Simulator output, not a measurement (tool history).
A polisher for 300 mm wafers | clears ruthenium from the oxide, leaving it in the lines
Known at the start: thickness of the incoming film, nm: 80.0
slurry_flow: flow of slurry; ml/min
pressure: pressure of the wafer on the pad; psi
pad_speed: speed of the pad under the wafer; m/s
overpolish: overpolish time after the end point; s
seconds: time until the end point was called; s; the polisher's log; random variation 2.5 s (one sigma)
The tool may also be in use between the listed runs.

run  hour  slurry_flow  pressure  pad_speed  overpolish  seconds
  1   0.0          185       2.0       0.92          26   70.052
  2   4.2          185       1.7       0.92          26   84.063
  3  12.4          185       1.7       0.92          28   81.890
  4  17.1          225       1.7       0.92          28   81.827
  5  21.9          225       1.6       0.90          28   86.360
  6  23.8          225       1.5       0.88          28   94.551
  7  27.5          225       1.4       0.86          28  103.030
  8  36.1          225       0.9       0.82          28  158.840

The next listed run, before its measurement:
  9  41.0          225       1.0       0.82          28        ?

Run 9 gave seconds 148.970 s.
